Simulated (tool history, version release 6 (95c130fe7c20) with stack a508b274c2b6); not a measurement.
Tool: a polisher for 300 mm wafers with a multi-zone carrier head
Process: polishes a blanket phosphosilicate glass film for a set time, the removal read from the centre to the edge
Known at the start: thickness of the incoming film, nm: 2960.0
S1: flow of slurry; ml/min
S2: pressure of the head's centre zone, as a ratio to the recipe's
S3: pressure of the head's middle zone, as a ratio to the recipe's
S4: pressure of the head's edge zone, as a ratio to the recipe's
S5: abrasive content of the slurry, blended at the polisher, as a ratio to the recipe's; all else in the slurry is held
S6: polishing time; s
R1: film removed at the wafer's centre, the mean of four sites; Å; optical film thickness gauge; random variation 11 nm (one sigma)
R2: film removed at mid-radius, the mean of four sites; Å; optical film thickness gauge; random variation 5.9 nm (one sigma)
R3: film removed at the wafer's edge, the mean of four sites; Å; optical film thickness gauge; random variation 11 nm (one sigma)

run,hour,S1,S2,S3,S4,S5,S6,R1,R2,R3
1,0,205,1,1,1,1,78,6021.8,5965.1,6104.6
2,3.6,205,1,1,1.07,1,78,6054.8,5920.5,6187.4
3,5.8,205,1,1,1,1,78,6011.3,5956.9,6013.1
4,13.8,225,1,1,1,1,78,6018.9,5990.5,5896.9
5,15.9,225,1.06,1,1,1,78,6494.9,5989.2,6129.8
6,18.9,180,1.06,1,1,1,78,6243.8,5846,5819.9
7,23.9,195,1.05,1.01,1.03,1.1,79,6629.6,6233.7,6402.3
8,30.6,205,1.05,1.03,1.05,1.15,80,6919.9,6649.3,6531.7
9,34.1,205,1.03,1.02,1.07,1.2,82,7144.6,6845.8,7064.5

Forecast run 10:
10,42.8,210,1.02,1.03,1.08,1.25,83,?,?,?

Run 10 gave R1 7188.2 Å, R2 7209.1 Å, R3 7220.6 Å.

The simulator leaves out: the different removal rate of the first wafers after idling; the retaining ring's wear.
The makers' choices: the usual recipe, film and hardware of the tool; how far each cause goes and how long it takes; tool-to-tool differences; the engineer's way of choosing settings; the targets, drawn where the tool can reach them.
